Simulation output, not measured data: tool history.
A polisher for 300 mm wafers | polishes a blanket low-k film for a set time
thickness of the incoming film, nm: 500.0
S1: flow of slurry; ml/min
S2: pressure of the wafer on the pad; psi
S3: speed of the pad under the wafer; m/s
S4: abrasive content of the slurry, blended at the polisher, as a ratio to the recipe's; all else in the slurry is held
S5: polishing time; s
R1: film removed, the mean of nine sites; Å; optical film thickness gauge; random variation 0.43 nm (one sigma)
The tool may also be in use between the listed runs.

run	hour	S1	S2	S3	S4	S5	R1
1	0.0	310	2.5	1.14	1.0	55	323.32
2	5.4	255	2.5	1.14	1.0	55	315.05
3	9.0	260	2.6	1.14	1.0	55	329.74
4	10.4	260	2.6	1.14	1.2	55	354.09
5	18.5	260	2.7	1.14	1.2	55	366.04
6	23.3	200	2.7	1.14	1.2	55	361.66
7	27.2	200	2.8	1.14	1.2	55	374.68
8	31.7	200	2.8	1.14	1.2	55	361.39

Run 9 comes next. What will it give?
9	39.0	210	2.9	1.14	1.2	55	?

R1: 380.80 Å

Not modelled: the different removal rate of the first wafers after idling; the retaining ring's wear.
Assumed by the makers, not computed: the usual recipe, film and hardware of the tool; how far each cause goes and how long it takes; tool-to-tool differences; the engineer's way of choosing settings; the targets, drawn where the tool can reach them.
